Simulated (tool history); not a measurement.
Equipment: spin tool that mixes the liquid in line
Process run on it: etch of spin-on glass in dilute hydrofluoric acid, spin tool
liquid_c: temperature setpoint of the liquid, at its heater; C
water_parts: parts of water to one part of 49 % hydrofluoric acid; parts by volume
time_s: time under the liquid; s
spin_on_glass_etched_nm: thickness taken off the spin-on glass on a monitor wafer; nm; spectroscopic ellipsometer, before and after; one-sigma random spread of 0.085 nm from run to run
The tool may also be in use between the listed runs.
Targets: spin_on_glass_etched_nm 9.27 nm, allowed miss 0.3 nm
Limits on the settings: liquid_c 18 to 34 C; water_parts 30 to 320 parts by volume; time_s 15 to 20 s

Run 1, hour 0: liquid_c 26 C, water_parts 175 parts by volume, time_s 20 s. Result: spin_on_glass_etched_nm 2.5084 nm.
Run 2, hour 4.8: liquid_c 27 C, water_parts 155 parts by volume, time_s 20 s. Result: spin_on_glass_etched_nm 3.0239 nm.
Run 3, hour 13.4: liquid_c 27 C, water_parts 155 parts by volume, time_s 15 s. Result: spin_on_glass_etched_nm 2.3081 nm.
Run 4, hour 19.2: liquid_c 23.5 C, water_parts 155 parts by volume, time_s 15 s. Result: spin_on_glass_etched_nm 1.9911 nm.
Run 5, hour 26.4: liquid_c 23.5 C, water_parts 155 parts by volume, time_s 15 s. Result: spin_on_glass_etched_nm 1.9987 nm.
Run 6, hour 31.6: liquid_c 26.5 C, water_parts 155 parts by volume, time_s 15 s. Result: spin_on_glass_etched_nm 2.205 nm.
Run 7, hour 36.8: liquid_c 27.5 C, water_parts 140 parts by volume, time_s 15 s. Result: spin_on_glass_etched_nm 2.611 nm.
Run 8, hour 43.7: liquid_c 28.5 C, water_parts 125 parts by volume, time_s 15 s. Result: spin_on_glass_etched_nm 3.1129 nm.
Run 9, hour 52.6: liquid_c 29 C, water_parts 115 parts by volume, time_s 15 s. Result: spin_on_glass_etched_nm 3.513 nm.
Run 10, hour 57.7: liquid_c 29.5 C, water_parts 105 parts by volume, time_s 15 s. Result: spin_on_glass_etched_nm 3.8936 nm.
Run 11, hour 66: liquid_c 30 C, water_parts 95 parts by volume, time_s 15 s. Result: spin_on_glass_etched_nm 4.492 nm.
Run 12, hour 67.3: liquid_c 30.5 C, water_parts 85 parts by volume, time_s 15 s. Result: spin_on_glass_etched_nm 5.1729 nm.
Run 13, hour 75.1: liquid_c 31 C, water_parts 80 parts by volume, time_s 15 s. Result: spin_on_glass_etched_nm 5.6332 nm.

Exactly one of the 4 candidate moves below puts every result within its allowed miss. Which one?
Run A, hour 82.9: liquid_c 34 C, water_parts 70 parts by volume, time_s 20 s. Result: spin_on_glass_etched_nm ?.
Run B, hour 82.9: liquid_c 30 C, water_parts 65 parts by volume, time_s 20 s. Result: spin_on_glass_etched_nm ?.
Run C, hour 82.9: liquid_c 30.5 C, water_parts 60 parts by volume, time_s 20 s. Result: spin_on_glass_etched_nm ?.
Run D, hour 82.9: liquid_c 32 C, water_parts 75 parts by volume, time_s 20 s. Result: spin_on_glass_etched_nm ?.

move  spin_on_glass_etched_nm
   A                   9.9105
   B                   9.2417
   C                   10.285
   D                   8.5145
A: the result that was furthest off in the last run now lies on the other side of its target
B: all results land within tolerance of their targets
C: the result that was furthest off in the last run now lies on the other side of its target
D: nearer than the last run, and not there yet
Go with B: it meets all targets.

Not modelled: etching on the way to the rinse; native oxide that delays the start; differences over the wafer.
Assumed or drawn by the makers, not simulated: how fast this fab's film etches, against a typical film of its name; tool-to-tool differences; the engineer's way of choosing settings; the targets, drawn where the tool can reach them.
